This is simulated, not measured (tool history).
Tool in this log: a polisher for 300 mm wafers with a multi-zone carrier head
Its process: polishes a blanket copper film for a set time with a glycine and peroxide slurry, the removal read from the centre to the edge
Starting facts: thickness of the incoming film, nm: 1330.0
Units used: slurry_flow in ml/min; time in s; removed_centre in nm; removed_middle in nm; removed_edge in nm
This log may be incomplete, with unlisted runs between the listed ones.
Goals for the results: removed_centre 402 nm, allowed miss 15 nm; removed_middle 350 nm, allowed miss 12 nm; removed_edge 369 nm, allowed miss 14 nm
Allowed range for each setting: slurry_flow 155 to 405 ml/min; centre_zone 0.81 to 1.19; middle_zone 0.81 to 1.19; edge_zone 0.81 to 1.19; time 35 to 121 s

run	hour	slurry_flow	centre_zone	middle_zone	edge_zone	time	removed_centre	removed_middle	removed_edge
1	0	260	1	1	1	78	316.93	310.52	311.38
2	4.3	260	0.95	1	1	78	296.92	307.12	308.29
3	11.5	260	0.95	1	1.06	78	295.82	309.3	324.63
4	12.7	260	0.91	1	1.06	78	284.26	311.6	315.94
5	19.2	260	0.91	1	1.13	78	282.68	307.54	330.05
6	25.7	270	0.96	1.02	1.13	79	309.03	326.17	333.86
7	29.6	275	0.99	1.01	1.14	80	319.71	320.3	342.57
8	30.4	310	1.09	1.11	1.13	86	378.76	380.23	368.35
9	32	310	1.1	1.09	1.13	86	388.76	375.08	367.13
10	38.1	310	1.1	1.08	1.14	86	387.22	376.02	368.33

Below are 5 possible settings for the next run. Only one of them brings all results inside the allowed miss of their targets. Which is it?
A	44.2	300	1.17	1.15	1.1	89	?	?	?
B	44.2	365	1	1.19	1.08	87	?	?	?
C	44.2	320	1.08	1.02	1.19	84	?	?	?
D	44.2	280	1.14	1	1.12	87	?	?	?
E	44.2	360	1.13	1.19	1.05	86	?	?	?

move	removed_centre	removed_middle	removed_edge
A	418.97	400.79	373.43
B	359.9	411.37	366.63
C	368.61	343.76	369.51
D	395.79	345.19	367.03
E	399.19	405.93	357.04
A: moves away from the targets compared with the last run
B: moves away from the targets compared with the last run
C: corrects the largest miss of the last run, while another result sits out of spec
D: each result inside its tolerance
E: moves away from the targets compared with the last run
Correct choice: D, which meets every target
